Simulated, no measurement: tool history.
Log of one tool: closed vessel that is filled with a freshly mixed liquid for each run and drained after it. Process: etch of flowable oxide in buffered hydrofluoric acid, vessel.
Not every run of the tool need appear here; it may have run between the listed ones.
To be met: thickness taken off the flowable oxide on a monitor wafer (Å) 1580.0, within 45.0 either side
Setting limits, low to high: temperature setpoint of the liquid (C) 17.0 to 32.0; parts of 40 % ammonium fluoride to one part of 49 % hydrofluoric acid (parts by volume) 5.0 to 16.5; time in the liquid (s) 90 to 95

run	hour	temperature setpoint of the liquid (C)	parts of 40 % ammonium fluoride to one part of 49 % hydrofluoric acid (parts by volume)	time in the liquid (s)	thickness taken off the flowable oxide on a monitor wafer (Å)
1	0.0	24.0	10.0	90	1856.1
2	4.4	24.0	10.0	90	1862.6
3	10.3	27.5	10.0	90	2219.8
4	15.9	29.5	10.0	90	2503.5
5	19.8	29.5	11.5	90	2159.4
6	21.2	29.0	11.5	90	2076.0
7	25.0	29.0	11.5	90	2104.5
8	25.8	28.5	11.5	90	2055.4
9	26.5	28.0	11.5	90	1992.5

Which of these 4 next moves meets every target?
A	27.2	28.0	14.5	90	?
B	27.2	27.5	10.0	95	?
C	27.2	28.5	11.5	95	?
D	27.2	29.5	15.0	95	?

move	thickness taken off the flowable oxide on a monitor wafer (Å)
A	1610.2
B	2378.6
C	2189.4
D	1780.1
A: all results in spec
B: further off than the last run
C: further off than the last run
D: an improvement on the last run, though not all results are within tolerance
The right move is A.
